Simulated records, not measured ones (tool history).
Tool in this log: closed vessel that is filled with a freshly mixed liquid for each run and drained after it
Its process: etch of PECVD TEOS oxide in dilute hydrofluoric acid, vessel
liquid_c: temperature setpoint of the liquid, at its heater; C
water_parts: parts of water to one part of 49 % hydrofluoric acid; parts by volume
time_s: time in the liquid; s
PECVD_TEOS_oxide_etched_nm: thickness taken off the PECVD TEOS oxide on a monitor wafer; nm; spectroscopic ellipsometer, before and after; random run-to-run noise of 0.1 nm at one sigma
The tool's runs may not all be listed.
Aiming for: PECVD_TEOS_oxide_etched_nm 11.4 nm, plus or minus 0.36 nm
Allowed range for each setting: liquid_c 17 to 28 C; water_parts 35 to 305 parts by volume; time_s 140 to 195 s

| run | hour | liquid_c | water_parts | time_s | PECVD_TEOS_oxide_etched_nm |
|---|---|---|---|---|---|
| 1 | 0 | 20 | 170 | 195 | 9.2092 |
| 2 | 7.6 | 20 | 170 | 140 | 6.707 |
| 3 | 8.3 | 21.5 | 165 | 140 | 7.2029 |
| 4 | 14.4 | 21.5 | 165 | 195 | 10.083 |
| 5 | 19.9 | 22 | 165 | 195 | 10.289 |
| 6 | 28 | 22.5 | 165 | 195 | 10.669 |
| 7 | 36.7 | 23 | 165 | 195 | 10.962 |
| 8 | 38.8 | 23.5 | 165 | 195 | 10.814 |

Of the 4 settings listed for the next run, only one would bring every result within its allowed miss of target. Which one?
| A | 40.9 | 23 | 155 | 170 | ? |
| B | 40.9 | 23.5 | 150 | 180 | ? |
| C | 40.9 | 23.5 | 185 | 195 | ? |
| D | 40.9 | 23 | 160 | 180 | ? |

| move | PECVD_TEOS_oxide_etched_nm |
|---|---|
| A | 10.197 |
| B | 11.437 |
| C | 9.6647 |
| D | 10.401 |
A: lands further from the targets than the last run did
B: all results land within tolerance of their targets
C: lands further from the targets than the last run did
D: lands further from the targets than the last run did
Answer: B

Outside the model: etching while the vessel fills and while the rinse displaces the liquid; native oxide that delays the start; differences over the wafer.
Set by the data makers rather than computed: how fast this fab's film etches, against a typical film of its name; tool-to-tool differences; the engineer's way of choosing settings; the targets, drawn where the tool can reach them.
